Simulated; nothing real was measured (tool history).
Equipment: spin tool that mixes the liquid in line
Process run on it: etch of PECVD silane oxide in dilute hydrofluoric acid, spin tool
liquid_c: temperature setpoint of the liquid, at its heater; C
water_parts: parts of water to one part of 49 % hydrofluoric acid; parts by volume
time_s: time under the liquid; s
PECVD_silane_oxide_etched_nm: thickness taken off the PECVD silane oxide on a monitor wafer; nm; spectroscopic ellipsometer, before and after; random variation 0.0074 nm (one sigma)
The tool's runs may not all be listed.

run	hour	liquid_c	water_parts	time_s	PECVD_silane_oxide_etched_nm
1	0.0	25.0	200	15	1.3479
2	3.0	24.5	200	15	1.3165
3	6.8	24.5	200	15	1.3167
4	12.4	24.5	200	15	1.3246
5	18.0	24.5	135	15	2.1015
6	23.6	26.5	135	15	2.2819

Forecast run 7:
7	28.4	25.5	140	15	?

For run 7 the tool returned PECVD_silane_oxide_etched_nm 2.1173 nm.
